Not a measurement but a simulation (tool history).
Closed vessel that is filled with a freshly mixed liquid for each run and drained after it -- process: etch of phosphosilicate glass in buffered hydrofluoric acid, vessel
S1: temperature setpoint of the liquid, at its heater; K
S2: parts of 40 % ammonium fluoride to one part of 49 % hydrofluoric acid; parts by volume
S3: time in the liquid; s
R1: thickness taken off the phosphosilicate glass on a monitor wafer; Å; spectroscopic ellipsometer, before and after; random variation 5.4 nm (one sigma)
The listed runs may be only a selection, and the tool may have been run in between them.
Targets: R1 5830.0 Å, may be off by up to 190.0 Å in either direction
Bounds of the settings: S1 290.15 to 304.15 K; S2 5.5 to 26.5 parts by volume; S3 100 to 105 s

{"run": 1, "hour": 0.0, "S1": 296.15, "S2": 16.0, "S3": 100, "R1": 3900.8}
{"run": 2, "hour": 6.6, "S1": 296.15, "S2": 16.0, "S3": 105, "R1": 4115.0}
{"run": 3, "hour": 10.9, "S1": 296.15, "S2": 16.0, "S3": 105, "R1": 4024.3}
{"run": 4, "hour": 19.2, "S1": 296.65, "S2": 16.0, "S3": 105, "R1": 4119.8}
{"run": 5, "hour": 24.4, "S1": 297.15, "S2": 16.0, "S3": 105, "R1": 4279.4}
{"run": 6, "hour": 27.9, "S1": 294.65, "S2": 16.0, "S3": 105, "R1": 3729.5}
{"run": 7, "hour": 32.2, "S1": 295.65, "S2": 16.0, "S3": 105, "R1": 3961.1}
{"run": 8, "hour": 34.6, "S1": 296.15, "S2": 16.0, "S3": 105, "R1": 4098.9}
{"run": 9, "hour": 35.9, "S1": 300.15, "S2": 15.5, "S3": 105, "R1": 5285.4}
{"run": 10, "hour": 39.3, "S1": 301.15, "S2": 15.5, "S3": 105, "R1": 5576.1}
{"run": 11, "hour": 41.7, "S1": 301.65, "S2": 15.5, "S3": 105, "R1": 5630.2}

Exercise: of the 5 proposed moves below, exactly one satisfies all targets within the stated allowed misses. Which move is it?
{"run": "A", "hour": 44.1, "S1": 303.15, "S2": 18.0, "S3": 105, "R1": "?"}
{"run": "B", "hour": 44.1, "S1": 303.65, "S2": 16.0, "S3": 100, "R1": "?"}
{"run": "C", "hour": 44.1, "S1": 301.65, "S2": 13.0, "S3": 100, "R1": "?"}
{"run": "D", "hour": 44.1, "S1": 301.65, "S2": 13.5, "S3": 100, "R1": "?"}
{"run": "E", "hour": 44.1, "S1": 300.65, "S2": 13.0, "S3": 105, "R1": "?"}

move=A R1=5305.6
move=B R1=5821.3
move=C R1=6425.6
move=D R1=6192.7
move=E R1=6400.5
A: its largest miss is bigger than the last run's
B: all results in spec
C: the result that was furthest off in the last run now lies on the other side of its target
D: the result that was furthest off in the last run now lies on the other side of its target
E: the result that was furthest off in the last run now lies on the other side of its target
The move that meets every target is B.
